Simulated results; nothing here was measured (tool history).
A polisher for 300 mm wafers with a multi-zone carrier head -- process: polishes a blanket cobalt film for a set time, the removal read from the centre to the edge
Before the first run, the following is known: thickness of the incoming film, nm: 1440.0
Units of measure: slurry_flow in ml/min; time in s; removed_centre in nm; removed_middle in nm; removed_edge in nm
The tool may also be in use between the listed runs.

run 1 hour=0 | slurry_flow=265 centre_zone=1 middle_zone=1 edge_zone=1 time=78 | removed_centre=328.16 removed_middle=315.43 removed_edge=318.66
run 2 hour=7.7 | slurry_flow=265 centre_zone=1 middle_zone=1.04 edge_zone=1 time=78 | removed_centre=326.24 removed_middle=338.29 removed_edge=316.46
run 3 hour=9.4 | slurry_flow=265 centre_zone=1 middle_zone=1 edge_zone=1 time=78 | removed_centre=321.26 removed_middle=319 removed_edge=318.85
run 4 hour=17.8 | slurry_flow=265 centre_zone=1 middle_zone=0.91 edge_zone=1 time=78 | removed_centre=327.04 removed_middle=297.02 removed_edge=314.49
run 5 hour=23.4 | slurry_flow=270 centre_zone=1.02 middle_zone=0.95 edge_zone=1.02 time=80 | removed_centre=334.13 removed_middle=315.65 removed_edge=330.26
run 6 hour=24.2 | slurry_flow=275 centre_zone=1.04 middle_zone=0.97 edge_zone=1.02 time=83 | removed_centre=357.94 removed_middle=334.26 removed_edge=340.17
run 7 hour=31.1 | slurry_flow=280 centre_zone=1.06 middle_zone=0.99 edge_zone=1.04 time=85 | removed_centre=377 removed_middle=345.82 removed_edge=353.55
run 8 hour=39.7 | slurry_flow=285 centre_zone=1.07 middle_zone=1.01 edge_zone=1.06 time=86 | removed_centre=385.55 removed_middle=358.17 removed_edge=360.65
run 9 hour=45.9 | slurry_flow=290 centre_zone=1.08 middle_zone=1.02 edge_zone=1.08 time=87 | removed_centre=393.7 removed_middle=374.95 removed_edge=369.2
run 10 hour=48.8 | slurry_flow=295 centre_zone=1.09 middle_zone=1.02 edge_zone=1.09 time=88 | removed_centre=408.88 removed_middle=370.34 removed_edge=369.97
run 11 hour=51.4 | slurry_flow=295 centre_zone=1.09 middle_zone=1.03 edge_zone=1.1 time=89 | removed_centre=409.67 removed_middle=384.54 removed_edge=380.98

Run 12, settings as shown, results not yet in. Your forecast:
run 12 hour=54.5 | slurry_flow=300 centre_zone=1.1 middle_zone=1.04 edge_zone=1.11 time=90 | removed_centre=? removed_middle=? removed_edge=?

{"run 12": {"removed_centre": 420.77, "removed_middle": 382.31, "removed_edge": 385.42}}
